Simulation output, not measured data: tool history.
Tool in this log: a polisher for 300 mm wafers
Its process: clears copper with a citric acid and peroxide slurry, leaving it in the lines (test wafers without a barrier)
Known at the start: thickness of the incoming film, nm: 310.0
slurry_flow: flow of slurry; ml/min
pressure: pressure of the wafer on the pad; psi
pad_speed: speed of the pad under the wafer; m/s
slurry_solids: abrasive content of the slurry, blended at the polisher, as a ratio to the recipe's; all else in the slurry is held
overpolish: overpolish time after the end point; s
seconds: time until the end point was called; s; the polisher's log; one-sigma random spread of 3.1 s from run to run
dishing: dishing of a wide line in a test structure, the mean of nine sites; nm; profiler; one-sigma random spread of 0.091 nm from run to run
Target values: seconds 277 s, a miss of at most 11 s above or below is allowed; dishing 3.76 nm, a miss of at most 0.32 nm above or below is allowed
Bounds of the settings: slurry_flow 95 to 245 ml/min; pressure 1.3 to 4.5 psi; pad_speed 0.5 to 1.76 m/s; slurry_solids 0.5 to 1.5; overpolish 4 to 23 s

{"run": 1, "hour": 0.0, "slurry_flow": 155, "pressure": 2.9, "pad_speed": 1.12, "slurry_solids": 1, "overpolish": 12, "seconds": 148.54, "dishing": 20.836}
{"run": 2, "hour": 2.3, "slurry_flow": 155, "pressure": 2.9, "pad_speed": 1.12, "slurry_solids": 0.85, "overpolish": 12, "seconds": 152.01, "dishing": 19.398}
{"run": 3, "hour": 6.2, "slurry_flow": 155, "pressure": 2.9, "pad_speed": 1.38, "slurry_solids": 0.85, "overpolish": 12, "seconds": 126.22, "dishing": 22.267}
{"run": 4, "hour": 8.1, "slurry_flow": 155, "pressure": 3.4, "pad_speed": 1.38, "slurry_solids": 0.85, "overpolish": 12, "seconds": 111.88, "dishing": 25.324}
{"run": 5, "hour": 9.7, "slurry_flow": 145, "pressure": 3, "pad_speed": 1.3, "slurry_solids": 0.8, "overpolish": 10, "seconds": 135.7, "dishing": 17.923}
{"run": 6, "hour": 10.8, "slurry_flow": 135, "pressure": 2.7, "pad_speed": 1.26, "slurry_solids": 0.75, "overpolish": 9, "seconds": 153.38, "dishing": 14.392}
{"run": 7, "hour": 13.3, "slurry_flow": 125, "pressure": 2.4, "pad_speed": 1.22, "slurry_solids": 0.7, "overpolish": 8, "seconds": 179.92, "dishing": 11.53}
{"run": 8, "hour": 14.2, "slurry_flow": 120, "pressure": 2.2, "pad_speed": 1.2, "slurry_solids": 0.65, "overpolish": 7, "seconds": 201.44, "dishing": 9.2648}
{"run": 9, "hour": 18.0, "slurry_flow": 115, "pressure": 2, "pad_speed": 1.2, "slurry_solids": 0.6, "overpolish": 6, "seconds": 218.32, "dishing": 7.0777}
{"run": 10, "hour": 22.2, "slurry_flow": 135, "pressure": 1.9, "pad_speed": 1.18, "slurry_solids": 0.6, "overpolish": 6, "seconds": 225.75, "dishing": 7.0489}
{"run": 11, "hour": 30.9, "slurry_flow": 95, "pressure": 1.3, "pad_speed": 1.14, "slurry_solids": 0.5, "overpolish": 4, "seconds": 337.32, "dishing": 3.088}
{"run": 12, "hour": 33.3, "slurry_flow": 95, "pressure": 1.3, "pad_speed": 1.18, "slurry_solids": 0.5, "overpolish": 4, "seconds": 330.07, "dishing": 3.1259}
{"run": 13, "hour": 39.2, "slurry_flow": 130, "pressure": 1.8, "pad_speed": 1.18, "slurry_solids": 0.5, "overpolish": 4, "seconds": 244.23, "dishing": 4.2689}

4 candidate next runs follow, results not yet known. Just one meets every target within its allowed miss. Identify it.
{"run": "A", "hour": 45.1, "slurry_flow": 135, "pressure": 2.2, "pad_speed": 1.06, "slurry_solids": 0.55, "overpolish": 4, "seconds": "?", "dishing": "?"}
{"run": "B", "hour": 45.1, "slurry_flow": 100, "pressure": 1.7, "pad_speed": 1.34, "slurry_solids": 0.55, "overpolish": 5, "seconds": "?", "dishing": "?"}
{"run": "C", "hour": 45.1, "slurry_flow": 145, "pressure": 1.7, "pad_speed": 0.9, "slurry_solids": 0.6, "overpolish": 4, "seconds": "?", "dishing": "?"}
{"run": "D", "hour": 45.1, "slurry_flow": 135, "pressure": 1.5, "pad_speed": 1.2, "slurry_solids": 0.5, "overpolish": 4, "seconds": "?", "dishing": "?"}

move=A seconds=218.58 dishing=4.8291
move=B seconds=235.86 dishing=5.5663
move=C seconds=300.12 dishing=3.5338
move=D seconds=277.05 dishing=3.8203
A: its largest miss is bigger than the last run's
B: its largest miss is bigger than the last run's
C: the result that was furthest off in the last run now lies on the other side of its target
D: meets every target
Move D is the one to make.
